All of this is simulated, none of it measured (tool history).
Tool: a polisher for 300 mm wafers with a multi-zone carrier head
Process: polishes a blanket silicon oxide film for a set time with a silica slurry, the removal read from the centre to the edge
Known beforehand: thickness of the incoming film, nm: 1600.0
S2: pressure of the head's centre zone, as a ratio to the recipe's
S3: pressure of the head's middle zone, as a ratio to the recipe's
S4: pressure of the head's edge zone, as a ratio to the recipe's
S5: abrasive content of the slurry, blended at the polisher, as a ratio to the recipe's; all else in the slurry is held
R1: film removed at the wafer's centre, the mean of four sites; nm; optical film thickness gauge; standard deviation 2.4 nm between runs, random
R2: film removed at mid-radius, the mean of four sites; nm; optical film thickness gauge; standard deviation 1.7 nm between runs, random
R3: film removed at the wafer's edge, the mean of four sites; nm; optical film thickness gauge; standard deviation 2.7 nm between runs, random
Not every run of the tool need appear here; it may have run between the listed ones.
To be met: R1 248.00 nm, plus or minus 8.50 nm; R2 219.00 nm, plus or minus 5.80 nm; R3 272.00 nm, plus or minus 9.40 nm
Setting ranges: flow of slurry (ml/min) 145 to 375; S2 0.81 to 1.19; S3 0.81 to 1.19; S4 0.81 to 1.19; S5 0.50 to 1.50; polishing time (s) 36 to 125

run 1 day=0.000 | flow_of_slurry_(ml/min)=240 S2=1.00 S3=1.00 S4=1.00 S5=1.00 polishing_time_(s)=80 | R1=165.51 R2=169.90 R3=170.71
run 2 day=0.317 | flow_of_slurry_(ml/min)=240 S2=1.01 S3=0.97 S4=1.04 S5=1.10 polishing_time_(s)=83 | R1=178.64 R2=174.96 R3=184.61
run 3 day=0.350 | flow_of_slurry_(ml/min)=240 S2=1.01 S3=0.97 S4=1.04 S5=1.10 polishing_time_(s)=69 | R1=147.61 R2=145.77 R3=155.26
run 4 day=0.404 | flow_of_slurry_(ml/min)=240 S2=1.01 S3=0.95 S4=1.07 S5=1.20 polishing_time_(s)=75 | R1=169.12 R2=161.17 R3=174.31
run 5 day=0.604 | flow_of_slurry_(ml/min)=275 S2=1.01 S3=0.95 S4=1.07 S5=1.20 polishing_time_(s)=75 | R1=171.60 R2=163.74 R3=176.26
run 6 day=0.792 | flow_of_slurry_(ml/min)=275 S2=1.01 S3=1.00 S4=1.07 S5=1.20 polishing_time_(s)=75 | R1=169.42 R2=171.38 R3=179.61
run 7 day=1.008 | flow_of_slurry_(ml/min)=205 S2=0.99 S3=0.90 S4=1.17 S5=1.45 polishing_time_(s)=97 | R1=217.52 R2=204.82 R3=245.48
-- day=1.204 worn pad replaced by a new one
run 8 day=1.204 | flow_of_slurry_(ml/min)=220 S2=0.99 S3=0.89 S4=1.17 S5=1.45 polishing_time_(s)=98 | R1=260.61 R2=241.33 R3=288.03
run 9 day=1.354 | flow_of_slurry_(ml/min)=215 S2=0.99 S3=0.88 S4=1.17 S5=1.45 polishing_time_(s)=98 | R1=259.75 R2=239.99 R3=290.80
run 10 day=1.729 | flow_of_slurry_(ml/min)=215 S2=0.99 S3=0.88 S4=1.17 S5=1.45 polishing_time_(s)=98 | R1=255.38 R2=237.96 R3=289.43
run 11 day=2.075 | flow_of_slurry_(ml/min)=210 S2=1.00 S3=0.88 S4=1.17 S5=1.45 polishing_time_(s)=98 | R1=262.91 R2=238.67 R3=292.95

Next run, 5 choices. One meets every target within its allowed miss, the rest don't. Which?
run A day=2.421 | flow_of_slurry_(ml/min)=210 S2=1.00 S3=0.92 S4=1.11 S5=1.45 polishing_time_(s)=100 | R1=? R2=? R3=?
run B day=2.421 | flow_of_slurry_(ml/min)=220 S2=1.00 S3=0.84 S4=1.14 S5=1.45 polishing_time_(s)=92 | R1=? R2=? R3=?
run C day=2.421 | flow_of_slurry_(ml/min)=240 S2=0.82 S3=0.81 S4=1.19 S5=1.35 polishing_time_(s)=111 | R1=? R2=? R3=?
run D day=2.421 | flow_of_slurry_(ml/min)=215 S2=1.00 S3=1.00 S4=1.07 S5=1.40 polishing_time_(s)=95 | R1=? R2=? R3=?
run E day=2.421 | flow_of_slurry_(ml/min)=220 S2=0.96 S3=0.89 S4=1.19 S5=1.50 polishing_time_(s)=93 | R1=? R2=? R3=?

move=A R1=267.57 R2=255.21 R3=289.76
move=B R1=247.96 R2=219.32 R3=271.79
move=C R1=242.90 R2=254.70 R3=331.00
move=D R1=252.68 R2=258.24 R3=268.06
move=E R1=243.07 R2=234.90 R3=283.33
A: misses by more than the last run did
B: every result within its allowed miss
C: misses by more than the last run did
D: misses by more than the last run did
E: moves toward the targets from the last run without getting all of them in spec
Answer: B
